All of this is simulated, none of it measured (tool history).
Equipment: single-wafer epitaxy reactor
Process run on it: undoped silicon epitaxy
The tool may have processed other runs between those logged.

run	hour	wafer temperature setpoint (pyrometer-controlled) (K)	deposition time (s)	mean film thickness on the monitor wafer (nm)
1	0	898.15	547	54.077
2	2.1	904.15	547	61.892
3	9.7	893.15	547	48.773
4	11.2	893.15	610	54.679
5	14.2	903.15	610	67.346
6	19.1	903.15	670	73.498
7	20	896.15	657	62.401
8	23.5	891.15	647	55.611

Estimate the outcome of run 9 from the log above:
9	25.5	887.15	637	?

Run 9 yielded mean film thickness on the monitor wafer (nm) 49.785.

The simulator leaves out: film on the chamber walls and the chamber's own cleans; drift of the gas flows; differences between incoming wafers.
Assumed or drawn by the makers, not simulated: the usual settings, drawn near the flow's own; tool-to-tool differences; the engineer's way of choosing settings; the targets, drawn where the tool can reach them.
